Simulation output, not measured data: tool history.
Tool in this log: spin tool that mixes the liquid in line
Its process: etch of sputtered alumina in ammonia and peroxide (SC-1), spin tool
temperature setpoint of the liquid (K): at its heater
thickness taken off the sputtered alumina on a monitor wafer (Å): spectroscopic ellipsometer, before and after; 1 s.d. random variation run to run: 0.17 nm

| run | day | temperature setpoint of the liquid (K) | parts of 29 % ammonia solution to one part of 30 % peroxide (parts by volume) | time under the liquid (s) | thickness taken off the sputtered alumina on a monitor wafer (Å) |
|---|---|---|---|---|---|
| 1 | 0.000 | 329.15 | 0.45 | 275 | 218.65 |
| 2 | 0.354 | 329.15 | 0.45 | 275 | 218.58 |
| 3 | 0.479 | 329.15 | 0.55 | 275 | 223.27 |
| 4 | 0.783 | 330.65 | 0.55 | 275 | 243.97 |
| 5 | 1.046 | 331.65 | 0.55 | 275 | 257.47 |
| 6 | 1.288 | 332.15 | 0.55 | 275 | 260.33 |
| 7 | 1.358 | 332.65 | 0.55 | 275 | 268.84 |
| 8 | 1.725 | 333.15 | 0.55 | 275 | 275.77 |

What does the tool deliver on the next run?
| 9 | 1.796 | 333.65 | 0.55 | 275 | ? |

{"run 9": {"thickness taken off the sputtered alumina on a monitor wafer (Å)": 282.69}}

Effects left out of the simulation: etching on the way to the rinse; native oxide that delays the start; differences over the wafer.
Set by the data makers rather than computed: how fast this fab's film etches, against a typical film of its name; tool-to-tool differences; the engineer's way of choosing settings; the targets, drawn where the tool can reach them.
